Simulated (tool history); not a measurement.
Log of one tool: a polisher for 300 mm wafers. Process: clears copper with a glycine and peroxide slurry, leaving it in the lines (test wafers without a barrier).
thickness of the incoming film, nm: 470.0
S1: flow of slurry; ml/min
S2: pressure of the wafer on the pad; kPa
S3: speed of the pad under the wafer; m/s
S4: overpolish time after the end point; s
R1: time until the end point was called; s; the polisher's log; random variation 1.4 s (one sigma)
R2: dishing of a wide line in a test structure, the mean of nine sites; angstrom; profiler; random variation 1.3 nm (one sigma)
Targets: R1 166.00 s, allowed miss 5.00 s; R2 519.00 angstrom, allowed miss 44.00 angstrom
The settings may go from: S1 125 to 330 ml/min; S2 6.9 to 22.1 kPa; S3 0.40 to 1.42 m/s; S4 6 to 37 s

| run | hour | S1 | S2 | S3 | S4 | R1 | R2 |
|---|---|---|---|---|---|---|---|
| 1 | 0.0 | 210 | 14.5 | 0.90 | 19 | 112.49 | 485.32 |
| 2 | 2.3 | 210 | 14.5 | 0.90 | 16 | 112.37 | 429.20 |
| 3 | 9.7 | 210 | 14.5 | 0.90 | 11 | 111.73 | 306.90 |
| 4 | 17.8 | 210 | 14.5 | 0.90 | 14 | 112.74 | 362.77 |
| 5 | 25.7 | 210 | 14.5 | 0.90 | 8 | 114.48 | 243.78 |
| 6 | 33.8 | 185 | 14.5 | 0.90 | 8 | 112.38 | 233.59 |
| 7 | 35.4 | 200 | 13.1 | 0.90 | 11 | 122.07 | 288.34 |
| 8 | 39.3 | 205 | 11.7 | 0.90 | 13 | 131.10 | 318.63 |
| 9 | 47.3 | 210 | 11.0 | 0.90 | 15 | 140.14 | 338.71 |
| 10 | 50.9 | 215 | 9.0 | 0.90 | 24 | 158.18 | 430.69 |
| 11 | 57.9 | 215 | 9.0 | 0.90 | 25 | 157.27 | 459.28 |
| 12 | 60.6 | 215 | 9.0 | 0.90 | 26 | 159.12 | 469.09 |

5 next moves are on the table. One of them brings every result within its allowed miss. Which?
| A | 63.3 | 145 | 9.7 | 0.94 | 23 | ? | ? |
| B | 63.3 | 260 | 8.3 | 0.78 | 30 | ? | ? |
| C | 63.3 | 235 | 7.6 | 0.96 | 31 | ? | ? |
| D | 63.3 | 235 | 8.3 | 0.98 | 24 | ? | ? |
| E | 63.3 | 245 | 8.3 | 0.84 | 24 | ? | ? |

| move | R1 | R2 |
|---|---|---|
| A | 151.15 | 431.56 |
| B | 175.89 | 477.42 |
| C | 164.74 | 507.50 |
| D | 153.57 | 438.77 |
| E | 168.96 | 409.47 |
A: further off than the last run
B: takes the result that was furthest off past its target
C: meets every target
D: further off than the last run
E: brings the result that was furthest off to its target, and leaves another outside
Answer: C

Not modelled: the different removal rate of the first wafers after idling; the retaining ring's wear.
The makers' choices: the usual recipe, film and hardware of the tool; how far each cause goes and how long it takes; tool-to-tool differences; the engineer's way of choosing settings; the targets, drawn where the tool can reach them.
